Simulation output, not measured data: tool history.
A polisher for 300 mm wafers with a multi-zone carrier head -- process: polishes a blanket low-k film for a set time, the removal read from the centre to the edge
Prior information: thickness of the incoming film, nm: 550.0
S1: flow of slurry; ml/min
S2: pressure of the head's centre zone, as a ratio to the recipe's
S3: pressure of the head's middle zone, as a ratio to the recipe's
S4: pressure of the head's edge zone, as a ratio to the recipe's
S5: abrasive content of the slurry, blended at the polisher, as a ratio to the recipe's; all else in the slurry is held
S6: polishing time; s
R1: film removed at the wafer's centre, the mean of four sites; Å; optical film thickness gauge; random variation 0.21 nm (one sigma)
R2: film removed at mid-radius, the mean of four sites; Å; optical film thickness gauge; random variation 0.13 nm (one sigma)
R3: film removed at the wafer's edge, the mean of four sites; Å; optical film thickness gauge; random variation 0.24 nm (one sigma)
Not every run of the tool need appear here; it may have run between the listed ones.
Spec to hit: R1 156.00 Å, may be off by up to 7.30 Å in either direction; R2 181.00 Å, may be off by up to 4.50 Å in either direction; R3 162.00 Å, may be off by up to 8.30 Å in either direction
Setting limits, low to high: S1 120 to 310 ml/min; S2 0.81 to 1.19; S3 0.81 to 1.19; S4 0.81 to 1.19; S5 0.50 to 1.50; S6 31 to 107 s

run,day,S1,S2,S3,S4,S5,S6,R1,R2,R3
1,0.000,200,1.00,1.00,1.00,1.00,69,276.75,291.81,294.22
2,0.283,200,1.00,1.00,0.94,1.00,69,279.04,288.29,276.25
3,0.404,200,1.00,0.94,0.94,1.00,69,276.24,274.91,277.14
4,0.575,200,1.03,0.94,0.94,1.00,69,287.71,272.95,275.44
5,0.638,200,1.03,1.01,0.94,1.00,69,281.31,293.26,273.69
6,0.771,220,1.03,1.01,0.94,1.00,69,292.08,293.98,279.01
7,1.021,195,0.98,0.99,0.90,0.85,65,231.88,243.16,231.15
8,1.288,180,0.95,1.00,0.87,0.75,63,203.99,217.03,205.66
9,1.400,180,0.93,1.02,0.85,0.65,62,171.32,193.04,173.30

Which single option among these 5 for the next run brings every result within its allowed miss of target? Just one does.
A,1.512,195,0.92,0.86,0.92,0.80,56,?,?,?
B,1.512,165,0.91,1.08,0.84,0.65,59,?,?,?
C,1.512,210,0.94,1.17,0.81,0.65,50,?,?,?
D,1.512,275,0.87,0.97,0.81,0.65,57,?,?,?
E,1.512,180,0.91,1.12,0.81,0.55,62,?,?,?

move,R1,R2,R3
A,179.89,179.82,193.63
B,155.34,190.49,163.40
C,142.62,180.29,140.35
D,156.08,181.45,164.68
E,143.20,180.76,147.17
A: corrects the largest miss of the last run, while another result sits out of spec
B: better than the last run, though not everything is in spec
C: corrects the largest miss of the last run, while another result sits out of spec
D: all results in spec
E: corrects the largest miss of the last run, while another result sits out of spec
Correct choice: D, which meets every target
